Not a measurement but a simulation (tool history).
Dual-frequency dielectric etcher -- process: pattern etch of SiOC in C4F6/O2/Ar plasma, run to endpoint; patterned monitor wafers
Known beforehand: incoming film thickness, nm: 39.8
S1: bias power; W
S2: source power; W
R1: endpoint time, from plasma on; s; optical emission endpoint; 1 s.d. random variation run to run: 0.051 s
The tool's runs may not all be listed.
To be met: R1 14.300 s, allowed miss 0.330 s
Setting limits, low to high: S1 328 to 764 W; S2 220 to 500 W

run 1 hour=0.0 | S1=546 S2=360 | R1=12.759
run 2 hour=6.1 | S1=546 S2=400 | R1=12.403
run 3 hour=8.0 | S1=638 S2=400 | R1=11.788
run 4 hour=16.0 | S1=587 S2=380 | R1=12.217
run 5 hour=20.6 | S1=543 S2=370 | R1=12.792
run 6 hour=29.6 | S1=514 S2=360 | R1=13.008
run 7 hour=37.4 | S1=487 S2=350 | R1=13.375
run 8 hour=39.7 | S1=469 S2=350 | R1=13.707
run 9 hour=41.0 | S1=459 S2=350 | R1=13.705
run 10 hour=42.2 | S1=448 S2=350 | R1=13.858
run 11 hour=50.3 | S1=440 S2=350 | R1=13.961

Which one of the following 4 next-run settings gets every result inside its allowed miss? There is exactly one.
run A hour=58.4 | S1=413 S2=340 | R1=?
run B hour=58.4 | S1=475 S2=390 | R1=?
run C hour=58.4 | S1=470 S2=340 | R1=?
run D hour=58.4 | S1=440 S2=400 | R1=?

move=A R1=14.357
move=B R1=13.153
move=C R1=13.703
move=D R1=13.427
A: in spec on every target
B: lands further from the targets than the last run did
C: lands further from the targets than the last run did
D: lands further from the targets than the last run did
Move A is the one to make.
